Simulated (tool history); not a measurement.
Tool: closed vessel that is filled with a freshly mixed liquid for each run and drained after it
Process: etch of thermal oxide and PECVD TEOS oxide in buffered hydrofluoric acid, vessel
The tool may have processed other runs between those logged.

run  hour  temperature setpoint of the liquid (K)  parts of 40 % ammonium fluoride to one part of 49 % hydrofluoric acid (parts by volume)  time in the liquid (s)  thickness taken off the thermal oxide on a monitor wafer (angstrom)  thickness taken off the PECVD TEOS oxide on a monitor wafer (angstrom)
  1   0.0                                  294.15                                                                                      7.5                      60                                                               789.61                                                                 2809.60
  2   1.1                                  293.15                                                                                      8.5                      60                                                               647.10                                                                 2317.60
  3   3.9                                  292.15                                                                                      9.5                      60                                                               555.47                                                                 1956.60
  4   9.2                                  291.65                                                                                     10.0                      60                                                               517.46                                                                 1841.90
  5  16.3                                  291.15                                                                                     10.5                      60                                                               485.06                                                                 1695.50
  6  17.9                                  291.15                                                                                     10.5                      35                                                               282.58                                                                  982.86
  7  26.2                                  292.65                                                                                     10.5                      35                                                               306.30                                                                 1098.10

For run 8, what comes out?
  8  27.8                                  293.15                                                                                     10.5                      35                                                                    ?                                                                       ?

Run 8 gave thickness taken off the thermal oxide on a monitor wafer (angstrom) 319.54, thickness taken off the PECVD TEOS oxide on a monitor wafer (angstrom) 1120.80.
